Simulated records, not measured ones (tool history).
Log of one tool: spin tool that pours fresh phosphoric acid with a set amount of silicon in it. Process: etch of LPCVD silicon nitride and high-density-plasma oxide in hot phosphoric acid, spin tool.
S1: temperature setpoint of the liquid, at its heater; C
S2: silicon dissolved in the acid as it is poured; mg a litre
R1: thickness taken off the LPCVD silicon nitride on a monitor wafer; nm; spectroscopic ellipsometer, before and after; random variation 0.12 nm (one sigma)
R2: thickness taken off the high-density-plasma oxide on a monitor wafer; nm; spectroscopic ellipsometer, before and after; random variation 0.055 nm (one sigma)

{"run": 1, "hour": 0.0, "S1": 163, "S2": 8.5, "time under the liquid (s)": 180, "R1": 18.976, "R2": 1.0323}
{"run": 2, "hour": 1.7, "S1": 163, "S2": 8.5, "time under the liquid (s)": 220, "R1": 23.089, "R2": 1.2944}
{"run": 3, "hour": 2.5, "S1": 161.5, "S2": 8.5, "time under the liquid (s)": 220, "R1": 21.939, "R2": 1.1871}
{"run": 4, "hour": 4.5, "S1": 161.5, "S2": 4, "time under the liquid (s)": 220, "R1": 21.984, "R2": 1.2832}
{"run": 5, "hour": 8.0, "S1": 161.5, "S2": 4, "time under the liquid (s)": 290, "R1": 29.063, "R2": 1.6432}
{"run": 6, "hour": 14.8, "S1": 161.5, "S2": 0.5, "time under the liquid (s)": 290, "R1": 28.948, "R2": 1.9084}
{"run": 7, "hour": 20.6, "S1": 164, "S2": 6, "time under the liquid (s)": 305, "R1": 33.127, "R2": 2.0495}

The next listed run, before its measurement:
{"run": 8, "hour": 22.4, "S1": 164, "S2": 6.5, "time under the liquid (s)": 305, "R1": "?", "R2": "?"}

Run 8 gave R1 33.089 nm, R2 2.1092 nm.

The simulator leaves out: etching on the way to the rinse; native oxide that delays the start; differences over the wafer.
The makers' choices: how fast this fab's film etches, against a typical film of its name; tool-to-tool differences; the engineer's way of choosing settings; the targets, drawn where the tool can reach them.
